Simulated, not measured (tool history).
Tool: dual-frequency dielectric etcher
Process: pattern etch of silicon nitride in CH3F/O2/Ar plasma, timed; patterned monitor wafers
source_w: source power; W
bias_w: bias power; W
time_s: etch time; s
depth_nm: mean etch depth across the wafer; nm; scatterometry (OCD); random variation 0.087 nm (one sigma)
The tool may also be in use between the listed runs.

run    day  source_w  bias_w  time_s  depth_nm
  1  0.000       420      98    33.0    24.471
  2  0.188       470      98    33.0    25.304
  3  0.479       430      96    33.0    24.434
  4  0.508       430      96    29.5    22.143
  5  0.812       430      86    29.5    21.442
  6  0.988       430      70    29.5    20.578
  7  1.012       460      71    29.5    20.875

Expected results for the next run?
  8  1.179       490      73    29.5         ?

Run 8 gave depth_nm 21.333 nm.

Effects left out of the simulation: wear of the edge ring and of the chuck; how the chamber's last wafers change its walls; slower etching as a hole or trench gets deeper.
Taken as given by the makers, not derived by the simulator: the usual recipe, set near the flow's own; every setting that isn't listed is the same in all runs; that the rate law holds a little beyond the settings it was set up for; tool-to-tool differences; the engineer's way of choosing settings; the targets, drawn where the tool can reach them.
